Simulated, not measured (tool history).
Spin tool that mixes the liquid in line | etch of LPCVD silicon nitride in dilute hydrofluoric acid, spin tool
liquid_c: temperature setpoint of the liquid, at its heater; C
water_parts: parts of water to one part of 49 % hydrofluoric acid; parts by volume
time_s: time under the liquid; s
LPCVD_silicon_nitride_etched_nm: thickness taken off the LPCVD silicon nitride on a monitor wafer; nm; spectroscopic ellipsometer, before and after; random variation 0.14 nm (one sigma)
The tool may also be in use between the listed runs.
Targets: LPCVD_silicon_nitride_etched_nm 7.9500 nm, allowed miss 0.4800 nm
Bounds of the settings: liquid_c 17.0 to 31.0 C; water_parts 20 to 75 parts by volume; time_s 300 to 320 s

run,day,liquid_c,water_parts,time_s,LPCVD_silicon_nitride_etched_nm
1,0.000,23.0,45,300,3.7541
2,0.029,23.0,45,320,4.1389
3,0.225,25.0,45,320,4.7421
4,0.379,25.0,45,320,4.7186
5,0.546,26.5,45,320,5.2112
6,0.792,27.5,45,320,5.4961
7,1.029,28.5,45,320,5.8264
# day 1.217: thermometer replaced
8,1.217,29.0,45,320,5.2347
9,1.450,29.5,40,320,6.1522
10,1.658,30.0,35,320,7.2050
11,1.850,30.5,35,320,7.3757

4 next moves are on the table. One of them brings every result within its allowed miss. Which?
A,2.042,29.5,35,320,?
B,2.042,30.0,35,300,?
C,2.042,31.0,40,320,?
D,2.042,30.0,30,300,?

move,LPCVD_silicon_nitride_etched_nm
A,6.8411
B,6.6260
C,6.6140
D,7.7022
A: further off than the last run
B: further off than the last run
C: further off than the last run
D: meets every target
The right move is D.
